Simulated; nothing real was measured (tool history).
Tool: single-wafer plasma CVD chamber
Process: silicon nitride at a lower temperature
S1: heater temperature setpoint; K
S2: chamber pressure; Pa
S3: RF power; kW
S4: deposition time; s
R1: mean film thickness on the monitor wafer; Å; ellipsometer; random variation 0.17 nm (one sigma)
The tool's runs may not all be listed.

| run | hour | S1 | S2 | S3 | S4 | R1 |
|---|---|---|---|---|---|---|
| 1 | 0 | 633.15 | 184 | 0.275 | 38.2 | 451.45 |
| 2 | 7.2 | 633.15 | 191 | 0.28 | 38.2 | 461.41 |
| 3 | 8.1 | 633.15 | 191 | 0.28 | 38.2 | 459.98 |
| 4 | 15.4 | 633.15 | 196 | 0.285 | 38.2 | 472.78 |
| 5 | 22.5 | 623.15 | 196 | 0.285 | 38.2 | 474.04 |
| 6 | 25.6 | 623.15 | 196 | 0.285 | 39.4 | 488.55 |
| 7 | 33.3 | 623.15 | 199 | 0.285 | 39.4 | 495.32 |

Forecast run 8:
| 8 | 38.2 | 623.15 | 200 | 0.285 | 39.4 | ? |

{"run 8": {"R1": 493.46}}

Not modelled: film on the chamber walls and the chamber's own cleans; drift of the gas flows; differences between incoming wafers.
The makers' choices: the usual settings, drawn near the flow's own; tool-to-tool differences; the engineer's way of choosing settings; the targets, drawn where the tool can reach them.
